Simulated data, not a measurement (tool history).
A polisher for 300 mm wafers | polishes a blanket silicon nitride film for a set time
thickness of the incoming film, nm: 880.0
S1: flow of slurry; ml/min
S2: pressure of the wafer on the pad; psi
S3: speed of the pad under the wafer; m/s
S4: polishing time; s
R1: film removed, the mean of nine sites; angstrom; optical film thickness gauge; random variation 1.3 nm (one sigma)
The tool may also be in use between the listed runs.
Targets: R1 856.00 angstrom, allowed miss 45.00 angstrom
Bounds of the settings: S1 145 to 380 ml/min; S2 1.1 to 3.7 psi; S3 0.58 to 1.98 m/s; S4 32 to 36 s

{"run": 1, "hour": 0.0, "S1": 245, "S2": 2.4, "S3": 1.28, "S4": 36, "R1": 629.29}
{"run": 2, "hour": 1.2, "S1": 195, "S2": 2.4, "S3": 1.28, "S4": 36, "R1": 621.04}
{"run": 3, "hour": 5.7, "S1": 195, "S2": 2.4, "S3": 1.28, "S4": 32, "R1": 549.03}
{"run": 4, "hour": 12.2, "S1": 195, "S2": 2.4, "S3": 1.28, "S4": 36, "R1": 619.57}
{"run": 5, "hour": 16.6, "S1": 195, "S2": 2.4, "S3": 0.98, "S4": 36, "R1": 504.52}
{"run": 6, "hour": 21.4, "S1": 195, "S2": 2.7, "S3": 1.0, "S4": 36, "R1": 566.21}
{"hour": 22.7, "done": "head pressure recalibrated"}
{"run": 7, "hour": 22.7, "S1": 195, "S2": 2.9, "S3": 1.02, "S4": 36, "R1": 577.84}
{"run": 8, "hour": 27.4, "S1": 200, "S2": 3.1, "S3": 1.1, "S4": 36, "R1": 641.97}
{"run": 9, "hour": 28.0, "S1": 200, "S2": 3.2, "S3": 1.16, "S4": 36, "R1": 670.31}

Which of these 5 next moves meets every target?
{"run": "A", "hour": 28.6, "S1": 265, "S2": 2.8, "S3": 1.16, "S4": 34, "R1": "?"}
{"run": "B", "hour": 28.6, "S1": 230, "S2": 3.3, "S3": 1.58, "S4": 33, "R1": "?"}
{"run": "C", "hour": 28.6, "S1": 195, "S2": 3.4, "S3": 1.62, "S4": 36, "R1": "?"}
{"run": "D", "hour": 28.6, "S1": 200, "S2": 2.9, "S3": 1.12, "S4": 33, "R1": "?"}
{"run": "E", "hour": 28.6, "S1": 240, "S2": 3.0, "S3": 1.1, "S4": 32, "R1": "?"}

move=A R1=591.87
move=B R1=849.80
move=C R1=952.68
move=D R1=558.48
move=E R1=564.81
A: further off than the last run
B: meets every target
C: takes the result that was furthest off past its target
D: further off than the last run
E: further off than the last run
Move B is the one to make.
